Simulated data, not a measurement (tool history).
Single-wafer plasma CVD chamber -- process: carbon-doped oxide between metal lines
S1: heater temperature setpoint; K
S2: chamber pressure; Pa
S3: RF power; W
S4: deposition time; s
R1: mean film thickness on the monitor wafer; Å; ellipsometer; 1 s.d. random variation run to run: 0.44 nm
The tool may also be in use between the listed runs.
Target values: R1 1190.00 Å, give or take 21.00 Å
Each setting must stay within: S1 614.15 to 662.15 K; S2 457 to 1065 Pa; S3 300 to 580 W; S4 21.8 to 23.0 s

| run | hour | S1 | S2 | S3 | S4 | R1 |
|---|---|---|---|---|---|---|
| 1 | 0.0 | 638.15 | 761 | 440 | 23.0 | 1037.20 |
| 2 | 4.3 | 638.15 | 761 | 440 | 23.0 | 1032.50 |
| 3 | 8.1 | 638.15 | 864 | 440 | 23.0 | 1056.10 |
| 4 | 11.2 | 638.15 | 864 | 440 | 23.0 | 1054.70 |
| 5 | 18.0 | 638.15 | 864 | 415 | 23.0 | 1002.40 |
| 6 | 22.2 | 638.15 | 801 | 415 | 23.0 | 990.94 |
| 7 | 26.0 | 638.15 | 801 | 415 | 23.0 | 996.99 |
| 8 | 28.6 | 636.15 | 840 | 430 | 23.0 | 1040.90 |
| 9 | 30.7 | 632.15 | 873 | 435 | 23.0 | 1053.90 |
| 10 | 32.0 | 632.15 | 897 | 445 | 23.0 | 1084.60 |
| 11 | 40.5 | 631.15 | 927 | 450 | 23.0 | 1090.90 |
| 12 | 44.0 | 631.15 | 941 | 460 | 23.0 | 1114.20 |
| 13 | 45.8 | 630.15 | 959 | 465 | 23.0 | 1128.60 |

Pick the move, out of 5, that brings all results within their allowed miss; only one does.
| A | 47.6 | 619.15 | 917 | 520 | 22.7 | ? |
| B | 47.6 | 625.15 | 1011 | 475 | 22.4 | ? |
| C | 47.6 | 632.15 | 989 | 500 | 23.0 | ? |
| D | 47.6 | 632.15 | 1059 | 540 | 23.0 | ? |
| E | 47.6 | 629.15 | 892 | 530 | 23.0 | ? |

| move | R1 |
|---|---|
| A | 1241.50 |
| B | 1137.70 |
| C | 1181.40 |
| D | 1248.80 |
| E | 1230.30 |
A: pushes the last run's worst result past its target
B: an improvement on the last run, though not all results are within tolerance
C: every result within its allowed miss
D: pushes the last run's worst result past its target
E: pushes the last run's worst result past its target
So the answer is move C, the one that meets all the targets.
